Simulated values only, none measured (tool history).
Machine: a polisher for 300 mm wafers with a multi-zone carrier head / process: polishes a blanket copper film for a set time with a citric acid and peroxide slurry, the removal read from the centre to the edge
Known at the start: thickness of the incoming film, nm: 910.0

| run | hour | flow of slurry (ml/min) | pressure of the head's centre zone | pressure of the head's middle zone | pressure of the head's edge zone | abrasive content of the slurry | polishing time (s) | film removed at the wafer's centre (angstrom) | film removed at mid-radius (angstrom) | film removed at the wafer's edge (angstrom) |
|---|---|---|---|---|---|---|---|---|---|---|
| 1 | 0.0 | 245 | 1.00 | 1.00 | 1.00 | 1.00 | 54 | 1076.0 | 1100.0 | 1083.1 |
| 2 | 1.8 | 240 | 1.00 | 0.99 | 0.99 | 1.00 | 54 | 1064.4 | 1095.4 | 1068.6 |
| 3 | 5.5 | 235 | 1.00 | 0.98 | 0.98 | 1.00 | 54 | 1081.3 | 1075.0 | 1089.7 |
| 4 | 8.2 | 270 | 1.00 | 0.98 | 0.98 | 1.00 | 54 | 1078.6 | 1099.8 | 1086.6 |
| 5 | 14.5 | 265 | 1.00 | 0.97 | 0.97 | 0.95 | 54 | 1045.2 | 1068.5 | 1063.0 |
| 6 | 17.4 | 260 | 1.00 | 0.96 | 0.96 | 0.95 | 54 | 1064.2 | 1056.8 | 1045.1 |

For run 7, what comes out?
| 7 | 20.8 | 255 | 0.99 | 0.95 | 0.95 | 0.95 | 54 | ? | ? | ? |

Run 7 measured film removed at the wafer's centre (angstrom) 1053.8, film removed at mid-radius (angstrom) 1036.3, film removed at the wafer's edge (angstrom) 1030.0.
